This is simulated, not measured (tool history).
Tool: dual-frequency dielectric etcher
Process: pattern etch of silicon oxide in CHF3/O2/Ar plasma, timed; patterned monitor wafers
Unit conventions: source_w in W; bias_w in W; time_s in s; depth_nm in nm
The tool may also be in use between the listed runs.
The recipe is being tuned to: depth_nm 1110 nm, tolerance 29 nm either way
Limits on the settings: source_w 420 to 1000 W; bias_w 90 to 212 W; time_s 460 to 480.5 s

run 1 hour=0 | source_w=710 bias_w=151 time_s=460 | depth_nm=925.84
run 2 hour=5.7 | source_w=650 bias_w=151 time_s=460 | depth_nm=904.38
run 3 hour=11.1 | source_w=720 bias_w=163 time_s=463.5 | depth_nm=961.66
run 4 hour=13.2 | source_w=720 bias_w=163 time_s=460 | depth_nm=958.22
run 5 hour=16.4 | source_w=780 bias_w=170 time_s=461.5 | depth_nm=999.22
run 6 hour=21 | source_w=780 bias_w=146 time_s=461.5 | depth_nm=941.67
run 7 hour=27.9 | source_w=820 bias_w=158 time_s=465 | depth_nm=995
-- hour=31.4 wet clean of the chamber
run 8 hour=31.4 | source_w=850 bias_w=165 time_s=467 | depth_nm=1076.2
run 9 hour=32 | source_w=860 bias_w=166 time_s=467 | depth_nm=1085.2

5 next moves are on the table. One of them brings every result within its allowed miss. Which?
run A hour=32.6 | source_w=870 bias_w=146 time_s=465.5 | depth_nm=?
run B hour=32.6 | source_w=900 bias_w=181 time_s=462 | depth_nm=?
run C hour=32.6 | source_w=840 bias_w=170 time_s=460 | depth_nm=?
run D hour=32.6 | source_w=960 bias_w=146 time_s=460 | depth_nm=?
run E hour=32.6 | source_w=930 bias_w=139 time_s=467 | depth_nm=?

move=A depth_nm=1028.4
move=B depth_nm=1113.7
move=C depth_nm=1061
move=D depth_nm=1048.8
move=E depth_nm=1036
A: its largest miss is bigger than the last run's
B: all results land within tolerance of their targets
C: its largest miss is bigger than the last run's
D: its largest miss is bigger than the last run's
E: its largest miss is bigger than the last run's
So the answer is move B, the one that meets all the targets.
